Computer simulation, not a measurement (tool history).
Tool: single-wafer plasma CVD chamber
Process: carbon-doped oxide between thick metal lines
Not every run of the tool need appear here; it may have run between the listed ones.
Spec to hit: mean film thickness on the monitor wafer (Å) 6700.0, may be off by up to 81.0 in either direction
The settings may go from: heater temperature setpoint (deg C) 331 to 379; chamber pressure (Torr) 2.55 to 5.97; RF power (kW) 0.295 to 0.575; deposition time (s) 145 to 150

run  hour  heater temperature setpoint (deg C)  chamber pressure (Torr)  RF power (kW)  deposition time (s)  mean film thickness on the monitor wafer (Å)
  1   0.0                                  355                     4.26          0.435                  145                                        5969.3
  2   1.9                                  350                     4.26          0.435                  145                                        6058.8
  3   5.1                                  350                     4.26          0.410                  145                                        5877.6
  4   7.7                                  350                     4.26          0.380                  145                                        5650.4
  5  10.6                                  348                     4.49          0.390                  145                                        5767.1
     19.2  -- RF generator calibrated
  6  19.2                                  348                     4.90          0.390                  145                                        6118.9
  7  22.8                                  346                     5.00          0.390                  145                                        6179.0
  8  27.4                                  344                     5.08          0.390                  145                                        6243.8
  9  35.9                                  343                     5.16          0.390                  145                                        6270.0
 10  43.5                                  342                     5.25          0.390                  145                                        6341.4

Next run, 5 choices. One meets every target within its allowed miss, the rest don't. Which?
  A  51.1                                  351                     5.27          0.430                  146                                             ?
  B  51.1                                  347                     4.10          0.460                  148                                             ?
  C  51.1                                  336                     5.31          0.425                  147                                             ?
  D  51.1                                  347                     4.56          0.455                  150                                             ?
  E  51.1                                  335                     4.71          0.425                  150                                             ?

move  mean film thickness on the monitor wafer (Å)
   A                                        6537.7
   B                                        6683.7
   C                                        6869.2
   D                                        6848.8
   E                                        6894.7
A: closes in on the targets versus the last run, not all within tolerance yet
B: meets every target
C: takes the biggest miss from the last run beyond its target
D: takes the biggest miss from the last run beyond its target
E: takes the biggest miss from the last run beyond its target
B is the move that brings every result within its allowed miss.
